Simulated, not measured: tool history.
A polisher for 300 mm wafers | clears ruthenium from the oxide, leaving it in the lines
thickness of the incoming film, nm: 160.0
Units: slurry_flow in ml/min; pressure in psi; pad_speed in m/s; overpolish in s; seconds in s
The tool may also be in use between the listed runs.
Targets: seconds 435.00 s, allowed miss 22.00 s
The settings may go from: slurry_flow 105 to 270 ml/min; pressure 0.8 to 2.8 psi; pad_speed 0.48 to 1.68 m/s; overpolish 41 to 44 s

| run | hour | slurry_flow | pressure | pad_speed | overpolish | seconds |
|---|---|---|---|---|---|---|
| 1 | 0.0 | 175 | 1.8 | 1.08 | 41 | 168.68 |
| 2 | 1.7 | 155 | 1.8 | 1.08 | 41 | 168.67 |
| 3 | 4.0 | 155 | 1.5 | 0.94 | 41 | 232.42 |
| 4 | 7.4 | 190 | 1.5 | 0.94 | 41 | 224.17 |
| 5 | 11.0 | 185 | 1.3 | 0.84 | 41 | 292.25 |
| 6 | 16.4 | 185 | 1.3 | 0.84 | 44 | 292.95 |
| 7 | 23.3 | 185 | 1.1 | 0.82 | 44 | 336.27 |
| 8 | 26.6 | 180 | 0.8 | 0.72 | 44 | 518.58 |
| 9 | 35.5 | 195 | 0.8 | 0.72 | 44 | 522.95 |
| 10 | 44.1 | 195 | 1.2 | 0.74 | 44 | 348.40 |

5 next moves are on the table. One of them brings every result within its allowed miss. Which?
| A | 52.7 | 170 | 0.9 | 0.78 | 44 | ? |
| B | 52.7 | 195 | 1.5 | 0.80 | 44 | ? |
| C | 52.7 | 215 | 0.9 | 0.64 | 44 | ? |
| D | 52.7 | 190 | 1.1 | 0.74 | 42 | ? |
| E | 52.7 | 175 | 1.0 | 0.86 | 41 | ? |

| move | seconds |
|---|---|
| A | 444.29 |
| B | 262.82 |
| C | 514.28 |
| D | 379.96 |
| E | 367.65 |
A: meets every target
B: further off than the last run
C: takes the result that was furthest off past its target
D: nearer than the last run, and not there yet
E: nearer than the last run, and not there yet
Answer: A
